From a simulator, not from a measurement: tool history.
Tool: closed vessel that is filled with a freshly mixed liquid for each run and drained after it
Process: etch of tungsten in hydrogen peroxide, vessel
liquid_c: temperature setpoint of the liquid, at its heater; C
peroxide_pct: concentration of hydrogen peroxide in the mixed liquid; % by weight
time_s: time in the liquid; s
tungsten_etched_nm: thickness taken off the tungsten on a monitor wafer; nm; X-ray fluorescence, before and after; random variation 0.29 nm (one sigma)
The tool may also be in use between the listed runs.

run	hour	liquid_c	peroxide_pct	time_s	tungsten_etched_nm
1	0.0	54.0	24.0	30	85.756
2	7.5	58.0	24.0	30	107.770
3	9.9	58.0	26.5	30	114.430
4	12.3	51.0	26.5	30	75.377
5	13.6	51.0	29.5	30	78.524
6	19.0	57.5	29.5	30	116.450
7	27.0	53.5	29.5	30	92.045
8	35.5	50.5	29.5	30	77.986
9	39.6	48.0	29.5	30	66.104
10	43.7	46.5	29.5	30	60.615
11	45.4	45.0	29.5	30	55.145
12	50.3	44.0	29.5	30	50.875
13	54.7	43.5	29.5	30	49.556
14	61.5	43.0	29.5	30	47.815

Forecast run 15:
15	64.9	42.5	29.5	30	?

{"run 15": {"tungsten_etched_nm": 46.622}}
